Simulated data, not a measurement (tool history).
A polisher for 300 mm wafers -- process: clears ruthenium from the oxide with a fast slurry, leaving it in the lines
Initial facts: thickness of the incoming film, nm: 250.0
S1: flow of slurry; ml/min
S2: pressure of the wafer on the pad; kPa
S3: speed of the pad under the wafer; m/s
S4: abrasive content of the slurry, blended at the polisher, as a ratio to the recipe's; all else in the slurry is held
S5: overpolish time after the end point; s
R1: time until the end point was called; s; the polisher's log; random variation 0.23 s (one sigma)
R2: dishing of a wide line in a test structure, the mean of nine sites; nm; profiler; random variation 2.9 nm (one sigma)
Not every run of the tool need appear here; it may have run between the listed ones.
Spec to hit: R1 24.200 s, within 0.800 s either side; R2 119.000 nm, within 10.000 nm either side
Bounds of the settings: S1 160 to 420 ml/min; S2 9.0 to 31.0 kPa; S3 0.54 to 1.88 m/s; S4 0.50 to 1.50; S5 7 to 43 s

run 1 hour=0.0 | S1=270 S2=20.0 S3=1.20 S4=1.00 S5=22 | R1=38.068 R2=93.179
run 2 hour=1.7 | S1=235 S2=20.0 S3=1.20 S4=1.00 S5=22 | R1=37.789 R2=87.890
run 3 hour=10.5 | S1=240 S2=21.4 S3=1.20 S4=1.00 S5=22 | R1=35.389 R2=96.363
run 4 hour=15.2 | S1=240 S2=22.8 S3=1.20 S4=1.00 S5=21 | R1=34.247 R2=94.938
run 5 hour=23.5 | S1=240 S2=24.1 S3=1.20 S4=1.00 S5=21 | R1=32.816 R2=96.252
run 6 hour=30.2 | S1=240 S2=24.1 S3=1.42 S4=1.00 S5=21 | R1=28.119 R2=106.580
run 7 hour=34.0 | S1=240 S2=24.8 S3=1.42 S4=1.00 S5=21 | R1=27.224 R2=110.000
run 8 hour=37.2 | S1=240 S2=25.5 S3=1.42 S4=1.00 S5=21 | R1=26.621 R2=111.850
run 9 hour=42.9 | S1=240 S2=26.2 S3=1.42 S4=1.00 S5=21 | R1=26.387 R2=115.860
run 10 hour=44.4 | S1=240 S2=26.2 S3=1.42 S4=1.00 S5=21 | R1=26.214 R2=111.950
run 11 hour=53.1 | S1=240 S2=26.9 S3=1.42 S4=1.00 S5=21 | R1=25.812 R2=115.910

4 next moves are on the table. One of them brings every result within its allowed miss. Which?
run A hour=61.8 | S1=230 S2=22.8 S3=1.88 S4=0.85 S5=27 | R1=? R2=?
run B hour=61.8 | S1=260 S2=27.6 S3=1.40 S4=1.10 S5=29 | R1=? R2=?
run C hour=61.8 | S1=260 S2=30.3 S3=1.30 S4=1.05 S5=28 | R1=? R2=?
run D hour=61.8 | S1=225 S2=27.6 S3=1.58 S4=0.90 S5=21 | R1=? R2=?

move=A R1=24.155 R2=133.380
move=B R1=23.778 R2=138.860
move=C R1=24.154 R2=135.690
move=D R1=23.801 R2=117.850
A: puts the biggest miss on target and leaves a different result outside tolerance
B: puts the biggest miss on target and leaves a different result outside tolerance
C: puts the biggest miss on target and leaves a different result outside tolerance
D: all results in spec
Correct choice: D, which meets every target
